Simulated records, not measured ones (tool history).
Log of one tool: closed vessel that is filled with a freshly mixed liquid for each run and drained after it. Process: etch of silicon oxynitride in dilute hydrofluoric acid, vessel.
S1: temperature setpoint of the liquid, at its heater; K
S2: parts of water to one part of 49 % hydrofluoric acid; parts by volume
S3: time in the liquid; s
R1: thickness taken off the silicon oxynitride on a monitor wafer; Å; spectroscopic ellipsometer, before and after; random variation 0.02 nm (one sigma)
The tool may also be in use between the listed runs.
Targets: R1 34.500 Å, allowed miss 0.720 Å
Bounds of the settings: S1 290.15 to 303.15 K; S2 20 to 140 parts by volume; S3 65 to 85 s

run 1 hour=0.0 | S1=295.15 S2=75 S3=85 | R1=21.713
run 2 hour=6.1 | S1=297.65 S2=75 S3=85 | R1=24.574
run 3 hour=11.7 | S1=295.65 S2=75 S3=85 | R1=22.106
run 4 hour=12.7 | S1=298.15 S2=75 S3=85 | R1=25.379
run 5 hour=19.2 | S1=299.65 S2=75 S3=85 | R1=27.059
run 6 hour=20.3 | S1=299.65 S2=75 S3=65 | R1=20.779
run 7 hour=28.3 | S1=300.65 S2=65 S3=65 | R1=25.362
-- hour=29.1 thermometer replaced
run 8 hour=29.1 | S1=300.65 S2=65 S3=65 | R1=27.658
run 9 hour=33.5 | S1=300.65 S2=65 S3=65 | R1=27.614

4 next moves are on the table. One of them brings every result within its allowed miss. Which?
run A hour=37.9 | S1=300.15 S2=50 S3=70 | R1=?
run B hour=37.9 | S1=301.65 S2=55 S3=65 | R1=?
run C hour=37.9 | S1=300.15 S2=60 S3=85 | R1=?
run D hour=37.9 | S1=297.15 S2=60 S3=80 | R1=?

move=A R1=38.068
move=B R1=34.335
move=C R1=38.164
move=D R1=31.112
A: takes the result that was furthest off past its target
B: meets every target
C: takes the result that was furthest off past its target
D: nearer than the last run, and not there yet
Move B is the one to make.
